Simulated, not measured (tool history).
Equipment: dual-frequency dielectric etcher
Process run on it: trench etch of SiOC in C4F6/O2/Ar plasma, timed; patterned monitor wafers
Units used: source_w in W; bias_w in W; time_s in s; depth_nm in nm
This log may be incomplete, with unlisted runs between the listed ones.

{"run": 1, "hour": 0.0, "source_w": 320, "bias_w": 252, "time_s": 20.5, "depth_nm": 40.506}
{"run": 2, "hour": 1.7, "source_w": 320, "bias_w": 252, "time_s": 21.5, "depth_nm": 42.61}
{"run": 3, "hour": 8.3, "source_w": 290, "bias_w": 252, "time_s": 21.5, "depth_nm": 41.2}
{"run": 4, "hour": 9.1, "source_w": 290, "bias_w": 252, "time_s": 20.5, "depth_nm": 39.404}
{"run": 5, "hour": 14.9, "source_w": 340, "bias_w": 252, "time_s": 20.5, "depth_nm": 41.918}
{"run": 6, "hour": 19.3, "source_w": 300, "bias_w": 244, "time_s": 20.5, "depth_nm": 39.413}

Run 7 comes next. What will it give?
{"run": 7, "hour": 21.2, "source_w": 270, "bias_w": 233, "time_s": 20.5, "depth_nm": "?"}

{"run 7": {"depth_nm": 36.732}}
